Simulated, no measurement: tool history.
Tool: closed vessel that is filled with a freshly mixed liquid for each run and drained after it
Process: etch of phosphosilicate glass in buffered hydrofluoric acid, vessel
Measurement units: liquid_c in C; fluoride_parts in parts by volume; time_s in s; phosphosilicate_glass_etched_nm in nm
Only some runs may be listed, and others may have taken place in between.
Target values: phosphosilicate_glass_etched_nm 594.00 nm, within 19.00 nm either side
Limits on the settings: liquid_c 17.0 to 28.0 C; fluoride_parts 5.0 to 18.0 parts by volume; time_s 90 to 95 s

run  hour  liquid_c  fluoride_parts  time_s  phosphosilicate_glass_etched_nm
  1   0.0      20.0            11.0      90                           413.59
  2   8.3      21.0            11.0      90                           429.89
  3  12.8      21.0            13.5      90                           357.87
  4  14.6      21.0            13.5      90                           352.87
  5  22.5      22.0            13.0      90                           389.05
  6  26.4      23.0            12.5      90                           435.63
  7  28.8      24.0            12.5      90                           456.61
  8  37.5      24.5            12.5      90                           469.82
  9  39.9      25.0            12.5      90                           479.74
 10  47.9      25.5            12.5      90                           486.04

Exercise: of the 5 proposed moves below, exactly one satisfies all targets within the stated allowed misses. Which move is it?
  A  55.9      26.5            12.0      90                                ?
  B  55.9      23.5            15.0      90                                ?
  C  55.9      25.0            12.0      90                                ?
  D  55.9      24.5            13.0      90                                ?
  E  55.9      23.0             9.0      95                                ?

move  phosphosilicate_glass_etched_nm
   A                           538.61
   B                           367.84
   C                           496.75
   D                           447.03
   E                           600.10
A: closes in on the targets versus the last run, not all within tolerance yet
B: its largest miss is bigger than the last run's
C: closes in on the targets versus the last run, not all within tolerance yet
D: its largest miss is bigger than the last run's
E: each result inside its tolerance
Answer: E

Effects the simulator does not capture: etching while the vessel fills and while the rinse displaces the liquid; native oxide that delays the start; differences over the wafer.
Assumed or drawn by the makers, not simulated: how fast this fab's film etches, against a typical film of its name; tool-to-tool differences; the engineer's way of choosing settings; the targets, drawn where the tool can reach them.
